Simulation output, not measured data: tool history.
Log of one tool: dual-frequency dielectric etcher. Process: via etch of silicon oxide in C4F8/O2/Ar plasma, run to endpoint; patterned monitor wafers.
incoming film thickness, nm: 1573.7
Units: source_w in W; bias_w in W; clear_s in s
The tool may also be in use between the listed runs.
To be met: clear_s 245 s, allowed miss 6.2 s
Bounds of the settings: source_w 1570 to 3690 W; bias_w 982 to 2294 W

{"run": 1, "day": 0.0, "source_w": 2630, "bias_w": 1638, "clear_s": 299.15}
{"run": 2, "day": 0.05, "source_w": 2900, "bias_w": 1724, "clear_s": 277.89}
{"run": 3, "day": 0.129, "source_w": 3060, "bias_w": 1748, "clear_s": 268.05}
{"run": 4, "day": 0.358, "source_w": 3390, "bias_w": 1748, "clear_s": 253.62}
{"run": 5, "day": 0.475, "source_w": 3390, "bias_w": 1474, "clear_s": 267.95}
{"run": 6, "day": 0.583, "source_w": 3390, "bias_w": 1196, "clear_s": 285.71}
{"run": 7, "day": 0.804, "source_w": 3470, "bias_w": 1324, "clear_s": 272.55}
{"run": 8, "day": 1.079, "source_w": 3530, "bias_w": 1411, "clear_s": 264.74}

4 next moves are on the table. One of them brings every result within its allowed miss. Which?
{"run": "A", "day": 1.354, "source_w": 3690, "bias_w": 1662, "clear_s": "?"}
{"run": "B", "day": 1.354, "source_w": 3690, "bias_w": 1302, "clear_s": "?"}
{"run": "C", "day": 1.354, "source_w": 3590, "bias_w": 1375, "clear_s": "?"}
{"run": "D", "day": 1.354, "source_w": 3690, "bias_w": 1441, "clear_s": "?"}

move=A clear_s=246.92
move=B clear_s=263.98
move=C clear_s=263.84
move=D clear_s=256.85
A: meets every target
B: as far off as the last run
C: as far off as the last run
D: nearer than the last run, and not there yet
Move A is the one to make.
